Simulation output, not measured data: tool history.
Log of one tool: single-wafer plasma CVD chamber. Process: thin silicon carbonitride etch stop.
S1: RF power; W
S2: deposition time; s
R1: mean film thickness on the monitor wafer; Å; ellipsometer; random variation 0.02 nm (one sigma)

{"run": 1, "day": 0.0, "S1": 230, "S2": 12.6, "R1": 75.155}
{"run": 2, "day": 0.188, "S1": 215, "S2": 12, "R1": 70.138}
{"run": 3, "day": 0.3, "S1": 215, "S2": 13.7, "R1": 80.008}
{"run": 4, "day": 0.621, "S1": 190, "S2": 13.7, "R1": 77.052}
{"run": 5, "day": 0.654, "S1": 190, "S2": 15, "R1": 83.649}
{"run": 6, "day": 0.983, "S1": 190, "S2": 13.9, "R1": 77.839}
{"run": 7, "day": 1.121, "S1": 180, "S2": 13, "R1": 71.333}
{"run": 8, "day": 1.333, "S1": 175, "S2": 12.5, "R1": 67.413}

Forecast run 9:
{"run": 9, "day": 1.612, "S1": 170, "S2": 12.2, "R1": "?"}

R1: 65.209 Å
